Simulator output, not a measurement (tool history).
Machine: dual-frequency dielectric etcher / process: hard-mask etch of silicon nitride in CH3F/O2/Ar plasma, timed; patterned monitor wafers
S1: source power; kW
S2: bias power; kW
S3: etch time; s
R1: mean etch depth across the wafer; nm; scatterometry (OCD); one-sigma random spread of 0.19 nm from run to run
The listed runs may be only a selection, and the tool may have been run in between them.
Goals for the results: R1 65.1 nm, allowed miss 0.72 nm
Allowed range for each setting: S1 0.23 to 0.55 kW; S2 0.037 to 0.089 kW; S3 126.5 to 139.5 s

run  hour    S1     S2     S3      R1
  1     0  0.39  0.063  139.5  74.253
  2   3.9  0.36  0.063  139.5  71.598
  3    10  0.36  0.067  139.5  72.077
  4  18.3  0.42  0.067  139.5  77.922
  5  27.1  0.42  0.073  139.5  79.497
  6  27.8  0.38  0.072  139.5  75.289
  7  33.2  0.35  0.072  139.5  72.433
  8  35.7  0.33  0.072  139.5  70.759

Consider the 5 candidate settings below. Which is the only one whose results all fall within their allowed miss of target?
  A  38.2   0.3  0.081    134   ?
  B  38.2  0.32  0.085  126.5   ?
  C  38.2  0.35  0.072  128.5   ?
  D  38.2  0.36  0.061  131.5   ?
  E  38.2  0.32  0.069  126.5   ?

move      R1
   A  66.263
   B  65.447
   C  66.841
   D  66.885
   E  62.273
A: nearer than the last run, and not there yet
B: hits every target within its allowed miss
C: nearer than the last run, and not there yet
D: nearer than the last run, and not there yet
E: takes the result that was furthest off past its target
Answer: B
